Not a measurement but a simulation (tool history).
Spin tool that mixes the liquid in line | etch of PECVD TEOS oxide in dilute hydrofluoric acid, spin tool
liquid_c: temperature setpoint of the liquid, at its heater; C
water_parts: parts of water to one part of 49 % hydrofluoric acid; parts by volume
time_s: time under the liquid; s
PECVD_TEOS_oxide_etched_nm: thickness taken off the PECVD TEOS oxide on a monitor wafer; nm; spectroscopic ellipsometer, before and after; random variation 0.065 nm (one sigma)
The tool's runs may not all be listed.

run 1 hour=0.0 | liquid_c=25.0 water_parts=210 time_s=70 | PECVD_TEOS_oxide_etched_nm=7.6316
run 2 hour=1.6 | liquid_c=26.5 water_parts=205 time_s=70 | PECVD_TEOS_oxide_etched_nm=8.2111
run 3 hour=9.0 | liquid_c=24.5 water_parts=205 time_s=70 | PECVD_TEOS_oxide_etched_nm=7.6986
run 4 hour=14.4 | liquid_c=24.5 water_parts=175 time_s=70 | PECVD_TEOS_oxide_etched_nm=9.3064
run 5 hour=21.2 | liquid_c=24.5 water_parts=115 time_s=70 | PECVD_TEOS_oxide_etched_nm=15.3070
run 6 hour=22.4 | liquid_c=24.5 water_parts=115 time_s=70 | PECVD_TEOS_oxide_etched_nm=15.2540
run 7 hour=24.6 | liquid_c=23.5 water_parts=115 time_s=70 | PECVD_TEOS_oxide_etched_nm=14.6760
run 8 hour=26.7 | liquid_c=22.5 water_parts=115 time_s=70 | PECVD_TEOS_oxide_etched_nm=13.9780
run 9 hour=29.9 | liquid_c=22.0 water_parts=115 time_s=70 | PECVD_TEOS_oxide_etched_nm=13.7790
run 10 hour=31.3 | liquid_c=21.5 water_parts=115 time_s=70 | PECVD_TEOS_oxide_etched_nm=13.6220

Forecast run 11:
run 11 hour=33.1 | liquid_c=21.0 water_parts=115 time_s=70 | PECVD_TEOS_oxide_etched_nm=?

Run 11 gave PECVD_TEOS_oxide_etched_nm 13.4280 nm.
